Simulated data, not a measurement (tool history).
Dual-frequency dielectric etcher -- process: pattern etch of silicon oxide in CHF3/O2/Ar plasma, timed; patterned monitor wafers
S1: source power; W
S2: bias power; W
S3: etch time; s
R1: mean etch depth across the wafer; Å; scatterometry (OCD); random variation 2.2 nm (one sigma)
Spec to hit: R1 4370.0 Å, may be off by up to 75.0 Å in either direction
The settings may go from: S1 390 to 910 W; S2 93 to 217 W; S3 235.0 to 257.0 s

| run | hour | S1 | S2 | S3 | R1 |
|---|---|---|---|---|---|
| 1 | 0.0 | 650 | 155 | 257.0 | 4983.4 |
| 2 | 5.3 | 620 | 154 | 257.0 | 4905.7 |
| 3 | 10.4 | 620 | 167 | 257.0 | 5049.8 |
| 4 | 15.5 | 620 | 176 | 257.0 | 5113.8 |
| 5 | 17.0 | 620 | 176 | 257.0 | 5047.1 |
| 6 | 23.2 | 540 | 176 | 257.0 | 4863.6 |
| 7 | 31.7 | 520 | 173 | 256.5 | 4733.1 |
| 8 | 36.3 | 500 | 172 | 256.5 | 4675.1 |
| 9 | 42.5 | 480 | 171 | 256.5 | 4558.7 |
| 10 | 49.6 | 470 | 171 | 256.5 | 4534.4 |
| 11 | 51.8 | 460 | 171 | 256.5 | 4506.6 |
| 12 | 54.2 | 410 | 169 | 256.5 | 4307.6 |

Consider the 5 candidate settings below. Which is the only one whose results all fall within their allowed miss of target?
| A | 56.6 | 570 | 135 | 241.0 | ? |
| B | 56.6 | 430 | 171 | 246.0 | ? |
| C | 56.6 | 430 | 176 | 240.5 | ? |
| D | 56.6 | 440 | 173 | 251.5 | ? |
| E | 56.6 | 400 | 168 | 254.5 | ? |

| move | R1 |
|---|---|
| A | 4207.2 |
| B | 4186.3 |
| C | 4136.5 |
| D | 4336.8 |
| E | 4183.4 |
A: lands further from the targets than the last run did
B: lands further from the targets than the last run did
C: lands further from the targets than the last run did
D: in spec on every target
E: lands further from the targets than the last run did
So the answer is move D, the one that meets all the targets.

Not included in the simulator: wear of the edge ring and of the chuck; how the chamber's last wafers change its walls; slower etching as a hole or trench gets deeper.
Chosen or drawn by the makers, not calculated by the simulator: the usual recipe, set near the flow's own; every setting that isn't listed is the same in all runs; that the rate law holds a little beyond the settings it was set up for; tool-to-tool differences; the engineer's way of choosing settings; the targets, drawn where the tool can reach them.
